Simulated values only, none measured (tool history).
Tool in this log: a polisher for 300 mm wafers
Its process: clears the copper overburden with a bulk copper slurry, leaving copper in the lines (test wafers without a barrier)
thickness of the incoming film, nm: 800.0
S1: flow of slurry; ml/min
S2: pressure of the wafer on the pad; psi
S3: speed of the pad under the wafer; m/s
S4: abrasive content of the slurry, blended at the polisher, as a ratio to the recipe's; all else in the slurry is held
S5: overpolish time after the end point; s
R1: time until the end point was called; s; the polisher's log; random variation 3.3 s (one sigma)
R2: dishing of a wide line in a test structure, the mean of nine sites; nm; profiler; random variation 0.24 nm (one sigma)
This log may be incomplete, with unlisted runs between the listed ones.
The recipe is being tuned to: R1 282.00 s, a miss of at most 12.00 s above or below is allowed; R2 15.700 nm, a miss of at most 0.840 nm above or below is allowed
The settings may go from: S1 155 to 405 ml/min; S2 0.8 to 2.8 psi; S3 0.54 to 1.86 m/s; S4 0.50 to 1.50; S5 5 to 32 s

run 1 hour=0.0 | S1=260 S2=1.8 S3=1.18 S4=1.00 S5=16 | R1=141.76 R2=35.024
run 2 hour=2.4 | S1=260 S2=2.1 S3=1.18 S4=1.00 S5=16 | R1=123.18 R2=36.205
run 3 hour=7.1 | S1=260 S2=2.1 S3=1.18 S4=0.90 S5=16 | R1=123.83 R2=35.831
run 4 hour=8.0 | S1=260 S2=2.1 S3=1.34 S4=0.90 S5=16 | R1=112.09 R2=38.389
run 5 hour=9.8 | S1=260 S2=2.1 S3=1.34 S4=0.80 S5=16 | R1=113.49 R2=37.080
run 6 hour=13.9 | S1=260 S2=1.7 S3=1.34 S4=0.80 S5=16 | R1=140.18 R2=34.424
run 7 hour=17.9 | S1=285 S2=1.6 S3=1.08 S4=0.70 S5=13 | R1=186.70 R2=27.602
run 8 hour=24.2 | S1=325 S2=1.5 S3=0.98 S4=0.65 S5=10 | R1=220.74 R2=20.243
run 9 hour=29.3 | S1=340 S2=1.4 S3=0.98 S4=0.65 S5=10 | R1=232.22 R2=19.940
run 10 hour=34.1 | S1=350 S2=1.3 S3=0.98 S4=0.65 S5=9 | R1=243.12 R2=17.186

Exercise: of the 4 proposed moves below, exactly one satisfies all targets within the stated allowed misses. Which move is it?
run A hour=38.9 | S1=335 S2=1.2 S3=0.94 S4=0.60 S5=11 | R1=? R2=?
run B hour=38.9 | S1=375 S2=1.3 S3=0.86 S4=0.60 S5=11 | R1=? R2=?
run C hour=38.9 | S1=285 S2=1.1 S3=1.10 S4=0.50 S5=14 | R1=? R2=?
run D hour=38.9 | S1=325 S2=1.2 S3=0.92 S4=0.70 S5=9 | R1=? R2=?

move=A R1=282.41 R2=17.891
move=B R1=282.61 R2=17.977
move=C R1=277.71 R2=21.202
move=D R1=279.54 R2=15.526
A: puts the biggest miss on target and leaves a different result outside tolerance
B: puts the biggest miss on target and leaves a different result outside tolerance
C: puts the biggest miss on target and leaves a different result outside tolerance
D: all results in spec
Move D is the one to make.
